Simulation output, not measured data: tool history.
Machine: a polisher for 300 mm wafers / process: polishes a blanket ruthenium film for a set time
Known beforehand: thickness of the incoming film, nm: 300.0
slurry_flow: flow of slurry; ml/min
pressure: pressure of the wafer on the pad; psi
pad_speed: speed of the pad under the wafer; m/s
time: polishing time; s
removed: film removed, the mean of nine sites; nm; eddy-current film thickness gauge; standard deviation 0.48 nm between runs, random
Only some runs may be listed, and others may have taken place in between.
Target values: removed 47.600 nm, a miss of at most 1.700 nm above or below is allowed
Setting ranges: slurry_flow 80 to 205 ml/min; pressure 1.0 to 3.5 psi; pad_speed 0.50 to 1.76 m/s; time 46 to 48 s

run,hour,slurry_flow,pressure,pad_speed,time,removed
1,0.0,135,2.2,1.12,46,57.175
2,3.3,125,2.0,1.12,46,52.250
3,5.6,125,1.4,1.12,46,40.754
4,8.7,125,1.4,1.12,48,43.249
5,9.3,125,1.4,1.00,48,38.114
6,14.5,95,1.4,1.00,48,36.132
7,21.9,100,1.5,1.00,48,38.652
8,27.7,105,1.5,1.00,48,38.461
9,34.9,110,1.5,1.00,48,38.468
10,36.7,115,1.5,1.00,48,39.463
11,45.5,120,1.5,1.00,48,39.838

Consider the 5 candidate settings below. Which is the only one whose results all fall within their allowed miss of target?
A,54.3,135,1.4,1.38,48,?
B,54.3,140,1.4,1.20,48,?
C,54.3,110,1.4,1.26,46,?
D,54.3,120,1.4,0.98,46,?
E,54.3,95,2.0,0.70,46,?

move,removed
A,53.548
B,47.082
C,44.769
D,35.855
E,31.179
A: carries the result that was furthest off beyond its target, to the other side
B: every result lands within tolerance
C: moves toward the targets from the last run without getting all of them in spec
D: lands further from the targets than the last run did
E: lands further from the targets than the last run did
Answer: B

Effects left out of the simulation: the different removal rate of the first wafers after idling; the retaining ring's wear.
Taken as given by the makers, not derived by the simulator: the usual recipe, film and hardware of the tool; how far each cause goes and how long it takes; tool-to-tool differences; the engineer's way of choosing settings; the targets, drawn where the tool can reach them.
